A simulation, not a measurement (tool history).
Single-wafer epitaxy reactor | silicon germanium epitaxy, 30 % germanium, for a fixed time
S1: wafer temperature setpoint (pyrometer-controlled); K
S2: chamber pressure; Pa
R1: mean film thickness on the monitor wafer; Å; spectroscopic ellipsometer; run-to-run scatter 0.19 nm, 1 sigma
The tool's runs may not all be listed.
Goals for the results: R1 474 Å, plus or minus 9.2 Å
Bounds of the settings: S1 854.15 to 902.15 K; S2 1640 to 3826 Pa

| run | day | S1 | S2 | R1 |
|---|---|---|---|---|
| 1 | 0 | 878.15 | 2733 | 571.92 |
| 2 | 0.288 | 883.15 | 2733 | 616.77 |
| 3 | 0.404 | 878.15 | 2720 | 571.69 |
| 4 | 0.717 | 874.15 | 2706 | 533.79 |
| 5 | 0.921 | 874.15 | 2333 | 498.4 |
| 6 | 1.029 | 880.15 | 2333 | 543.49 |
| 7 | 1.346 | 877.15 | 2320 | 524.3 |
| 8 | 1.671 | 875.15 | 2320 | 506.46 |
|  | 1.754 | pyrometer calibrated |
| 9 | 1.754 | 874.15 | 2320 | 538.09 |
| 10 | 1.925 | 862.15 | 2266 | 440.36 |
| 11 | 2.092 | 864.15 | 2280 | 455.14 |

5 candidate next runs follow, results not yet known. Just one meets every target within its allowed miss. Identify it.
| A | 2.258 | 863.15 | 2373 | ? |
| B | 2.258 | 864.15 | 2120 | ? |
| C | 2.258 | 859.15 | 2600 | ? |
| D | 2.258 | 859.15 | 2586 | ? |
| E | 2.258 | 862.15 | 2706 | ? |

| move | R1 |
|---|---|
| A | 456.96 |
| B | 439.89 |
| C | 446.71 |
| D | 445.64 |
| E | 478.23 |
A: nearer the targets than the last run, but a result is still out of spec
B: moves away from the targets compared with the last run
C: moves away from the targets compared with the last run
D: moves away from the targets compared with the last run
E: all results in spec
E is the move that brings every result within its allowed miss.
